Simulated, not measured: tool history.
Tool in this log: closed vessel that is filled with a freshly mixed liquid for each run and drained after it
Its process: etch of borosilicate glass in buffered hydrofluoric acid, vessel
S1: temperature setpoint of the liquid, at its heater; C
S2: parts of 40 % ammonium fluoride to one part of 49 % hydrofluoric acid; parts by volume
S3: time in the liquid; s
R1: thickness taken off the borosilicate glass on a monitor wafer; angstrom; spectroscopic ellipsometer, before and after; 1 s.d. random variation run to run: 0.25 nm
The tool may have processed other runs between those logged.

Run 1, day 0.000: S1 22.0 C, S2 19.0 parts by volume, S3 35 s. Result: R1 219.66 angstrom.
Run 2, day 0.367: S1 23.5 C, S2 19.0 parts by volume, S3 35 s. Result: R1 235.77 angstrom.
Run 3, day 0.525: S1 23.5 C, S2 19.0 parts by volume, S3 30 s. Result: R1 199.42 angstrom.
Run 4, day 0.688: S1 23.5 C, S2 15.5 parts by volume, S3 30 s. Result: R1 243.90 angstrom.
Run 5, day 1.050: S1 25.0 C, S2 15.5 parts by volume, S3 30 s. Result: R1 265.12 angstrom.
Run 6, day 1.321: S1 25.0 C, S2 15.5 parts by volume, S3 30 s. Result: R1 267.50 angstrom.
Run 7, day 1.383: S1 25.5 C, S2 15.5 parts by volume, S3 30 s. Result: R1 274.46 angstrom.

What will run 8 give?
Run 8, day 1.762: S1 26.0 C, S2 15.5 parts by volume, S3 30 s. Result: R1 ?.

Run 8 gave R1 283.61 angstrom.
